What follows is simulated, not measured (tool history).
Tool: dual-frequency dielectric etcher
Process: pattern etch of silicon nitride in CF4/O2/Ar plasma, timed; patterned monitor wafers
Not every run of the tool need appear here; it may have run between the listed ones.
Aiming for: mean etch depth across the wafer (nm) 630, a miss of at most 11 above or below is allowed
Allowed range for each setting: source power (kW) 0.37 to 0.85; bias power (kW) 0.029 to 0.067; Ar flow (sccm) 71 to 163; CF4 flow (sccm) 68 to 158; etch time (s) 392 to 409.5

run  hour  source power (kW)  bias power (kW)  Ar flow (sccm)  CF4 flow (sccm)  etch time (s)  mean etch depth across the wafer (nm)
  1     0               0.61            0.048             117              113            392                                 850.62
  2   3.6               0.54            0.048             117              113            392                                 793.17
  3   7.1               0.54            0.048             117              129            392                                 811.02
  4  14.7               0.54            0.048             117              129            392                                 809.18
  5  16.4               0.54            0.048             128              129            392                                 803.24
  6  17.8               0.49            0.046             129              128            392                                  754.1
  7  26.3               0.45            0.044             130              126            392                                 709.82
  8  29.3               0.42            0.042             131              125            392                                  681.9

Which of these 5 next moves meets every target?
  A  32.3               0.37            0.042             109              121            394                                      ?
  B  32.3               0.42             0.03             116              130            392                                      ?
  C  32.3                0.4            0.042             141              112            398                                      ?
  D  32.3               0.37            0.038             116              120            409                                      ?
  E  32.3               0.37            0.043             143              141            400                                      ?

move  mean etch depth across the wafer (nm)
   A                                 646.42
   B                                  625.8
   C                                 653.61
   D                                 647.96
   E                                 660.74
A: closes in on the targets versus the last run, not all within tolerance yet
B: hits every target within its allowed miss
C: closes in on the targets versus the last run, not all within tolerance yet
D: closes in on the targets versus the last run, not all within tolerance yet
E: closes in on the targets versus the last run, not all within tolerance yet
B meets every target.
